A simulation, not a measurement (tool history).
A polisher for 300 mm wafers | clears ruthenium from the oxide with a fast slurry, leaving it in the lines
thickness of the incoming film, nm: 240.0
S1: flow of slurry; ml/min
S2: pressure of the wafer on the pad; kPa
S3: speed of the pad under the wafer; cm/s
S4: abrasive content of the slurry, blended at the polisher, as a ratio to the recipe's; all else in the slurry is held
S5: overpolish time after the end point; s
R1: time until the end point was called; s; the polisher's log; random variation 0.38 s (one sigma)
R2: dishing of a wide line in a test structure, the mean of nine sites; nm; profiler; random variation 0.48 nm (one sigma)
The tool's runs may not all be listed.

run	day	S1	S2	S3	S4	S5	R1	R2
1	0.000	220	20.0	94	1.0	18	56.477	32.865
2	0.025	225	21.4	94	1.0	18	54.060	33.556
3	0.229	225	17.2	94	1.0	18	63.011	31.351
4	0.296	230	20.0	94	1.0	18	56.022	33.352
5	0.575	265	20.0	94	1.0	18	54.866	31.974
6	0.825	265	20.0	94	1.2	18	51.258	33.546

Forecast run 7:
7	0.862	270	20.7	94	1.2	18	?	?

Run 7 gave R1 50.069 s, R2 33.945 nm.
